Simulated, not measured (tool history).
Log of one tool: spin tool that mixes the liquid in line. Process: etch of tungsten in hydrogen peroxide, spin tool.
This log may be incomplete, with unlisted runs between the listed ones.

run  hour  temperature setpoint of the liquid (°C)  concentration of hydrogen peroxide in the mixed liquid (% by weight)  time under the liquid (s)  thickness taken off the tungsten on a monitor wafer (Å)
  1   0.0                                     53.0                                                                  17.0                         15                                                   580.90
  2   4.9                                     53.0                                                                  19.5                         15                                                   625.08
  3  10.9                                     51.5                                                                  19.5                         15                                                   564.37
  4  18.7                                     51.5                                                                  17.5                         15                                                   543.94
  5  19.4                                     51.5                                                                  20.5                         15                                                   580.29
  6  27.1                                     51.5                                                                  17.5                         15                                                   544.69
  7  28.3                                     50.0                                                                  17.5                         15                                                   498.17
  8  31.0                                     49.0                                                                  17.5                         15                                                   463.58

Forecast run 9:
  9  33.1                                     41.0                                                                  17.5                         15                                                        ?

{"run 9": {"thickness taken off the tungsten on a monitor wafer (Å)": 283.09}}
